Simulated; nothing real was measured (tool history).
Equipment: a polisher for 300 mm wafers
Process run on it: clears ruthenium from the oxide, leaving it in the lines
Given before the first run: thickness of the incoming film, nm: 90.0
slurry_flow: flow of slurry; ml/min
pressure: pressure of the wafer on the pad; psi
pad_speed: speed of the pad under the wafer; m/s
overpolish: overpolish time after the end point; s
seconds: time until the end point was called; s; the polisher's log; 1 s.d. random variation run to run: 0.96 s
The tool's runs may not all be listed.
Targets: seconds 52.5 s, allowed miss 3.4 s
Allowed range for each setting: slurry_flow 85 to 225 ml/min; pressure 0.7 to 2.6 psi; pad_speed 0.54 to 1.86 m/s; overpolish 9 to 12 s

Run 1, hour 0: slurry_flow 145 ml/min, pressure 1.6 psi, pad_speed 1.18 m/s, overpolish 12 s. Result: seconds 94.35 s.
Run 2, hour 4.4: slurry_flow 145 ml/min, pressure 1.7 psi, pad_speed 1.18 m/s, overpolish 12 s. Result: seconds 89.923 s.
Run 3, hour 9.5: slurry_flow 145 ml/min, pressure 1.7 psi, pad_speed 1.18 m/s, overpolish 9 s. Result: seconds 89.268 s.
Run 4, hour 11.8: slurry_flow 145 ml/min, pressure 1.7 psi, pad_speed 1.3 m/s, overpolish 9 s. Result: seconds 79.198 s.
Run 5, hour 20.2: slurry_flow 145 ml/min, pressure 1.9 psi, pad_speed 1.3 m/s, overpolish 9 s. Result: seconds 74.181 s.
Run 6, hour 24.2: slurry_flow 145 ml/min, pressure 1.9 psi, pad_speed 1.3 m/s, overpolish 9 s. Result: seconds 72.792 s.
Run 7, hour 31: slurry_flow 145 ml/min, pressure 2 psi, pad_speed 1.3 m/s, overpolish 9 s. Result: seconds 69.343 s.
Run 8, hour 37.7: slurry_flow 145 ml/min, pressure 2 psi, pad_speed 1.3 m/s, overpolish 9 s. Result: seconds 71.88 s.
Run 9, hour 42: slurry_flow 145 ml/min, pressure 2.1 psi, pad_speed 1.32 m/s, overpolish 9 s. Result: seconds 66.963 s.
Run 10, hour 50.2: slurry_flow 145 ml/min, pressure 2.4 psi, pad_speed 1.36 m/s, overpolish 9 s. Result: seconds 55.085 s.

Next run, 4 choices. One meets every target within its allowed miss, the rest don't. Which?
Run A, hour 58.4: slurry_flow 150 ml/min, pressure 2.4 psi, pad_speed 1.26 m/s, overpolish 9 s. Result: seconds ?.
Run B, hour 58.4: slurry_flow 130 ml/min, pressure 2.4 psi, pad_speed 1.34 m/s, overpolish 9 s. Result: seconds ?.
Run C, hour 58.4: slurry_flow 160 ml/min, pressure 2.6 psi, pad_speed 1.38 m/s, overpolish 9 s. Result: seconds ?.
Run D, hour 58.4: slurry_flow 110 ml/min, pressure 2.1 psi, pad_speed 1.56 m/s, overpolish 9 s. Result: seconds ?.

move  seconds
   A   59.617
   B    58.19
   C   51.381
   D   60.874
A: misses by more than the last run did
B: misses by more than the last run did
C: meets every target
D: misses by more than the last run did
C meets every target.
